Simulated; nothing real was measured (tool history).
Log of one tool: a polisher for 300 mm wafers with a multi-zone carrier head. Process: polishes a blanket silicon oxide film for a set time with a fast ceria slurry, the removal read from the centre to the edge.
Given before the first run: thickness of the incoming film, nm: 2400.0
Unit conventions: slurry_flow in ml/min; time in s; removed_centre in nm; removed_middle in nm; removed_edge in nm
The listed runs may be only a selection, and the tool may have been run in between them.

run  hour  slurry_flow  centre_zone  middle_zone  edge_zone  time  removed_centre  removed_middle  removed_edge
  1   0.0          155         1.00         1.00       1.00    60          762.54          736.43        753.07
  2   2.8          175         1.00         1.00       1.00    60          769.06          761.67        776.81
  3   7.5          170         0.99         1.00       0.98    60          768.57          767.99        751.27
  4   9.9          170         0.99         0.94       0.98    60          765.10          720.62        751.53
  5  17.2          170         0.99         0.85       0.98    60          753.64          662.42        765.94
  6  18.6          170         1.04         0.85       0.98    60          804.15          663.15        761.99
  7  21.7          165         1.03         0.87       0.97    60          772.05          668.95        735.32
  8  26.1          160         1.02         0.88       0.96    60          775.17          657.79        743.93
  9  30.7          160         1.01         0.90       0.95    60          762.37          679.96        737.32
 10  38.5          155         1.00         0.91       0.94    60          760.92          690.62        733.30
 11  43.4          150         0.99         0.92       0.93    60          735.23          699.72        731.45

Run 12 comes next. What will it give?
 12  48.2          145         0.99         0.93       0.92    60               ?               ?             ?

removed_centre: 746.87 nm
removed_middle: 689.72 nm
removed_edge: 718.03 nm
